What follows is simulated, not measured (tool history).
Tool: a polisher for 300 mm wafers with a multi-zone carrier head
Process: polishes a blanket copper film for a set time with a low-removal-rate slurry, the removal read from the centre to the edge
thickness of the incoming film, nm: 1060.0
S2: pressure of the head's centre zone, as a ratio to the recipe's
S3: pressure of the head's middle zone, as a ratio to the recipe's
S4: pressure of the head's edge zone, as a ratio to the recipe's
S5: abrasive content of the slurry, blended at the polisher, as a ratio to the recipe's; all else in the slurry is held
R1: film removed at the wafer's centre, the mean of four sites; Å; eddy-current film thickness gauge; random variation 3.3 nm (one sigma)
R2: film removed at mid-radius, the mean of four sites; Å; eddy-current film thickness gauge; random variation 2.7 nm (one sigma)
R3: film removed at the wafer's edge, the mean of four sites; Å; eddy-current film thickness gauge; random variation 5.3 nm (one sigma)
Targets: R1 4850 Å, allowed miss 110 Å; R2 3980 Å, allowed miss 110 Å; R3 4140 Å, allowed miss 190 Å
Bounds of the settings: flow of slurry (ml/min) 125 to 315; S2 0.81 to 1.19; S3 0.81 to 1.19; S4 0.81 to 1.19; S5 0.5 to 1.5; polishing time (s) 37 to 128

Run 1, day 0: flow of slurry (ml/min) 205, S2 1, S3 1, S4 1, S5 1, polishing time (s) 82. Result: R1 3121.5 Å, R2 3077.1 Å, R3 3061.3 Å.
Run 2, day 0.125: flow of slurry (ml/min) 205, S2 1, S3 0.95, S4 1, S5 1, polishing time (s) 82. Result: R1 3130.3 Å, R2 2986.8 Å, R3 3081.7 Å.
Run 3, day 0.192: flow of slurry (ml/min) 250, S2 1, S3 0.95, S4 1, S5 1, polishing time (s) 82. Result: R1 3183.9 Å, R2 3048.8 Å, R3 3138.3 Å.
Run 4, day 0.467: flow of slurry (ml/min) 250, S2 1, S3 0.95, S4 1, S5 1, polishing time (s) 63. Result: R1 2473.6 Å, R2 2348.4 Å, R3 2412.2 Å.
Run 5, day 0.567: flow of slurry (ml/min) 250, S2 1, S3 1.01, S4 1, S5 1, polishing time (s) 63. Result: R1 2448.7 Å, R2 2506.6 Å, R3 2423.9 Å.
Run 6, day 0.646: flow of slurry (ml/min) 250, S2 1, S3 0.93, S4 1, S5 1, polishing time (s) 63. Result: R1 2428.6 Å, R2 2315.6 Å, R3 2403.3 Å.
Run 7, day 0.971: flow of slurry (ml/min) 300, S2 1.1, S3 1, S4 1.1, S5 1.25, polishing time (s) 86. Result: R1 3870.1 Å, R2 3506.2 Å, R3 3553.1 Å.
Run 8, day 1.3: flow of slurry (ml/min) 300, S2 1.11, S3 1, S4 1.1, S5 1.3, polishing time (s) 88. Result: R1 4037.5 Å, R2 3579.5 Å, R3 3593.2 Å.
Run 9, day 1.404: flow of slurry (ml/min) 300, S2 1.12, S3 1, S4 1.11, S5 1.35, polishing time (s) 90. Result: R1 4204 Å, R2 3714.9 Å, R3 3847.3 Å.

Which of these 5 next moves meets every target?
Run A, day 1.508: flow of slurry (ml/min) 300, S2 1.17, S3 0.87, S4 1.04, S5 1.2, polishing time (s) 102. Result: R1 ?, R2 ?, R3 ?.
Run B, day 1.508: flow of slurry (ml/min) 310, S2 1.19, S3 0.98, S4 1.11, S5 1.35, polishing time (s) 98. Result: R1 ?, R2 ?, R3 ?.
Run C, day 1.508: flow of slurry (ml/min) 315, S2 1.19, S3 0.91, S4 1.12, S5 1.4, polishing time (s) 97. Result: R1 ?, R2 ?, R3 ?.
Run D, day 1.508: flow of slurry (ml/min) 240, S2 0.85, S3 0.89, S4 1.19, S5 1.5, polishing time (s) 96. Result: R1 ?, R2 ?, R3 ?.
Run E, day 1.508: flow of slurry (ml/min) 230, S2 1.19, S3 0.91, S4 1.1, S5 1.2, polishing time (s) 103. Result: R1 ?, R2 ?, R3 ?.

move      R1      R2      R3
   A  4886.3  3696.1  4099.9
   B  4881.5  3967.5  4120.2
   C  4865.8  3740.1  4124.9
   D  3404.5  3584.2  4142.7
   E  4857.7  3748.1  4137.7
A: brings the result that was furthest off to its target, and leaves another outside
B: meets every target
C: brings the result that was furthest off to its target, and leaves another outside
D: further off than the last run
E: brings the result that was furthest off to its target, and leaves another outside
Move B is the one to make.
